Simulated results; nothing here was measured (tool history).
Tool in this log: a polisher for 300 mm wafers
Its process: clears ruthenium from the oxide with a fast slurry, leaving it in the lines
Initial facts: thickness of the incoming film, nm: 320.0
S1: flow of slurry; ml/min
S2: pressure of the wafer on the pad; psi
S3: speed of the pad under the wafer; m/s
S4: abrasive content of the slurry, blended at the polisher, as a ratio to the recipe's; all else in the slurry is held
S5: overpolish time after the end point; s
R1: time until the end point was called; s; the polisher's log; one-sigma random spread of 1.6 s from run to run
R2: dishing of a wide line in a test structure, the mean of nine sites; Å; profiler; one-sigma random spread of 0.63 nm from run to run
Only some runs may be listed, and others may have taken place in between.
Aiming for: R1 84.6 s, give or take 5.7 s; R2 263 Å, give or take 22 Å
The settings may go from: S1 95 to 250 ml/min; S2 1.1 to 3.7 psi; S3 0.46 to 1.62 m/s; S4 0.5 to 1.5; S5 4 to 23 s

run,day,S1,S2,S3,S4,S5,R1,R2
1,0,160,2.4,1.04,1,12,106.15,311.19
2,0.067,175,2.4,1.04,1,12,108.54,316.15
3,0.158,175,2.7,1.04,1,12,98.809,326.08
4,0.271,175,2.7,1.04,0.9,12,107.48,323.89
5,0.471,175,2.7,1.04,0.9,8,100.04,214.55
6,0.629,175,2.7,1.04,0.9,10,99.788,272.25
7,0.971,175,2.8,1.04,0.9,10,99.696,278.39
8,1.317,175,2.9,1.04,0.9,9,97.191,264.79
9,1.375,175,3,1.06,0.9,8,92.952,245.88
10,1.654,175,3.1,1.06,0.9,8,92.21,246.09

4 next moves are on the table. One of them brings every result within its allowed miss. Which?
A,1.933,175,3.5,0.82,0.8,10,?,?
B,1.933,140,3.2,1.14,0.9,8,?,?
C,1.933,145,3.2,1.04,0.85,9,?,?
D,1.933,205,3.7,1.2,0.85,8,?,?

move,R1,R2
A,102.39,264.16
B,83.939,258.17
C,91.884,264.86
D,71.058,301.49
A: further off than the last run
B: all results in spec
C: no nearer and no further than the last run
D: takes the result that was furthest off past its target
Correct choice: B, which meets every target

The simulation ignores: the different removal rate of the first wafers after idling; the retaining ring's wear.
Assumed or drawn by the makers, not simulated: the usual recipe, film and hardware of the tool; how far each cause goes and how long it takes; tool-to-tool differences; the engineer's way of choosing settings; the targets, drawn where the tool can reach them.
